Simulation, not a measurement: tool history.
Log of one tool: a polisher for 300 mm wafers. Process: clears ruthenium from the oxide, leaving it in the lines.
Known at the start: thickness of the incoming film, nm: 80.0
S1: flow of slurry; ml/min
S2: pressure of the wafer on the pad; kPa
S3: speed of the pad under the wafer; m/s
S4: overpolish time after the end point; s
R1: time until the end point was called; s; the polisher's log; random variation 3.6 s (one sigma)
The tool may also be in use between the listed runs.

run 1 day=0.000 | S1=260 S2=10.3 S3=0.84 S4=6 | R1=121.59
run 2 day=0.200 | S1=260 S2=10.3 S3=0.84 S4=4 | R1=119.96
run 3 day=0.333 | S1=260 S2=10.3 S3=0.96 S4=4 | R1=107.77
run 4 day=0.358 | S1=220 S2=10.3 S3=0.96 S4=4 | R1=111.27
run 5 day=0.471 | S1=220 S2=10.3 S3=0.76 S4=4 | R1=133.67
run 6 day=0.650 | S1=220 S2=9.0 S3=0.74 S4=4 | R1=157.99

Run 7 comes next. What will it give?
run 7 day=0.808 | S1=220 S2=8.3 S3=0.74 S4=4 | R1=?

Run 7 gave R1 169.07 s.

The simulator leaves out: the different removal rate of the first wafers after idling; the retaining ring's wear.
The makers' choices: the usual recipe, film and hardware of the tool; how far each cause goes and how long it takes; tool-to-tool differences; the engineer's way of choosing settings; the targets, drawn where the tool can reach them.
